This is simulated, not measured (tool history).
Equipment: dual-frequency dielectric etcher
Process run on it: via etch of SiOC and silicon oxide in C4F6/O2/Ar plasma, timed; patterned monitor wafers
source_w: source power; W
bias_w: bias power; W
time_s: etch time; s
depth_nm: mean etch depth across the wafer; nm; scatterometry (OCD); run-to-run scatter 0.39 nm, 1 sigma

| run | hour | source_w | bias_w | time_s | depth_nm |
|---|---|---|---|---|---|
| 1 | 0 | 260 | 210 | 102 | 105.56 |
| 2 | 5.5 | 290 | 210 | 102 | 111.17 |
| 3 | 10.4 | 320 | 210 | 102 | 117.81 |
| 4 | 14.4 | 320 | 210 | 102 | 118.41 |
| 5 | 15.9 | 290 | 210 | 102 | 112.04 |
| 6 | 18.6 | 330 | 210 | 102 | 120.37 |
| 7 | 26.9 | 290 | 206 | 102 | 110.52 |

What will run 8 give?
| 8 | 27.8 | 260 | 204 | 102 | ? |

{"run 8": {"depth_nm": 103.47}}
